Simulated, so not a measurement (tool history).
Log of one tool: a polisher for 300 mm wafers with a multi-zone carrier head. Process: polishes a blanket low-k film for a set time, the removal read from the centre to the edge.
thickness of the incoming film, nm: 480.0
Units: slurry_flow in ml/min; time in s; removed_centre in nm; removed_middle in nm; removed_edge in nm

run  hour  slurry_flow  centre_zone  middle_zone  edge_zone  slurry_solids  time  removed_centre  removed_middle  removed_edge
  1     0          260            1            1          1              1    44          18.904          18.869        18.861
  2   1.1          260            1            1          1            1.1    44          19.818          19.541        19.346
  3     3          260         0.98         1.01       1.03            1.2    45          20.184           20.59        20.397
  4   3.6          260         0.98         1.09       1.03            1.2    45          19.837          21.965        20.605
  5  12.5          260         0.97         1.09       1.06           1.25    46          20.561          21.991        21.442
  6  20.7          265         0.96         1.11       1.08            1.3    47          21.107          23.686        22.596

Forecast run 7:
  7  29.2          310         0.97          1.1       1.18           1.45    47               ?               ?             ?

{"run 7": {"removed_centre": 22.656, "removed_middle": 24.398, "removed_edge": 24.418}}

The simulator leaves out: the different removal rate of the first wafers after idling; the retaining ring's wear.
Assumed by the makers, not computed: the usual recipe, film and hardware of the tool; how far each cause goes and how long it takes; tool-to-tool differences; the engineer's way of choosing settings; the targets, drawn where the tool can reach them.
